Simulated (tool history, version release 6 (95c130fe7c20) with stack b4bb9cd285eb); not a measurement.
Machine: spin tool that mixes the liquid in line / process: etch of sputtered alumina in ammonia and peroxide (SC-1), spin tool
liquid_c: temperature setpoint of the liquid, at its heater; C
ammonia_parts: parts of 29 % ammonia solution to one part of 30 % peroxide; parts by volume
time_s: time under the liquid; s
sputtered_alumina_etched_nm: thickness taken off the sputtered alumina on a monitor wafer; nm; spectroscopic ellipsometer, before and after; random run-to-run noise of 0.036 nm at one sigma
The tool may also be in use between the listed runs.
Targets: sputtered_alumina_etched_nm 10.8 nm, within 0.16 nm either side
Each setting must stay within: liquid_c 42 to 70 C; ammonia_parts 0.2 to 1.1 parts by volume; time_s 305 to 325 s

run,hour,liquid_c,ammonia_parts,time_s,sputtered_alumina_etched_nm
1,0,58,0.6,305,21.867
2,2.3,51.5,0.6,305,15.499
3,2.9,50,0.6,305,14.164
4,4.3,48.5,0.6,305,13.028
5,12.9,47.5,0.6,305,12.457
6,19.9,47,0.6,305,12.078
7,22.3,46.5,0.6,305,11.73
8,28,46,0.6,305,11.403
9,36.1,45.5,0.6,305,11.121

Pick the move, out of 4, that brings all results within their allowed miss; only one does.
A,44.2,45,0.6,325,?
B,44.2,45.5,0.9,305,?
C,44.2,46,0.65,305,?
D,44.2,45.5,0.5,305,?

move,sputtered_alumina_etched_nm
A,11.441
B,11.482
C,11.451
D,10.857
A: moves away from the targets compared with the last run
B: moves away from the targets compared with the last run
C: moves away from the targets compared with the last run
D: all results in spec
So the answer is move D, the one that meets all the targets.
